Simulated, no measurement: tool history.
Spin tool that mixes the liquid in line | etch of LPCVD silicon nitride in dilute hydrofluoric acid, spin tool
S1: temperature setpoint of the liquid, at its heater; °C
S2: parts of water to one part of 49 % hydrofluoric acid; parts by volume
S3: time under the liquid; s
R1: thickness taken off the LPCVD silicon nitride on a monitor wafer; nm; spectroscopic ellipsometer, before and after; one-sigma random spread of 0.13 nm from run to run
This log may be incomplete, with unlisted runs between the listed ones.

{"run": 1, "hour": 0.0, "S1": 20, "S2": 80, "S3": 300, "R1": 1.4855}
{"run": 2, "hour": 3.7, "S1": 21, "S2": 75, "S3": 305, "R1": 1.8286}
{"run": 3, "hour": 9.2, "S1": 21, "S2": 85, "S3": 305, "R1": 1.5032}
{"run": 4, "hour": 11.3, "S1": 21, "S2": 85, "S3": 300, "R1": 1.5401}
{"run": 5, "hour": 15.1, "S1": 22, "S2": 80, "S3": 300, "R1": 1.7031}
{"run": 6, "hour": 19.4, "S1": 24.5, "S2": 80, "S3": 300, "R1": 2.1067}
{"run": 7, "hour": 28.2, "S1": 25, "S2": 75, "S3": 300, "R1": 2.4002}

The next listed run, before its measurement:
{"run": 8, "hour": 31.7, "S1": 25.5, "S2": 70, "S3": 300, "R1": "?"}

Run 8 measured R1 2.5031 nm.
